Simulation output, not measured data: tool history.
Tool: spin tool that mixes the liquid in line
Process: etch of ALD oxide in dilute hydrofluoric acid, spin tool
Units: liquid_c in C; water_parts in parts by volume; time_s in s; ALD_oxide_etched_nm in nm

{"run": 1, "hour": 0.0, "liquid_c": 21, "water_parts": 225, "time_s": 275, "ALD_oxide_etched_nm": 20.268}
{"run": 2, "hour": 1.4, "liquid_c": 21, "water_parts": 255, "time_s": 275, "ALD_oxide_etched_nm": 17.926}
{"run": 3, "hour": 8.3, "liquid_c": 22, "water_parts": 225, "time_s": 275, "ALD_oxide_etched_nm": 21.193}
{"run": 4, "hour": 11.3, "liquid_c": 23, "water_parts": 200, "time_s": 275, "ALD_oxide_etched_nm": 25.569}
{"run": 5, "hour": 19.9, "liquid_c": 23, "water_parts": 245, "time_s": 275, "ALD_oxide_etched_nm": 19.664}
{"run": 6, "hour": 21.2, "liquid_c": 23, "water_parts": 215, "time_s": 275, "ALD_oxide_etched_nm": 23.1}
{"run": 7, "hour": 24.1, "liquid_c": 23.5, "water_parts": 190, "time_s": 275, "ALD_oxide_etched_nm": 28.086}
{"run": 8, "hour": 31.3, "liquid_c": 24, "water_parts": 175, "time_s": 275, "ALD_oxide_etched_nm": 31.096}
{"run": 9, "hour": 36.3, "liquid_c": 24.5, "water_parts": 160, "time_s": 275, "ALD_oxide_etched_nm": 35.602}
{"run": 10, "hour": 39.8, "liquid_c": 25, "water_parts": 150, "time_s": 275, "ALD_oxide_etched_nm": 38.885}

Forecast run 11:
{"run": 11, "hour": 43.5, "liquid_c": 25.5, "water_parts": 140, "time_s": 275, "ALD_oxide_etched_nm": "?"}

ALD_oxide_etched_nm: 43.079 nm
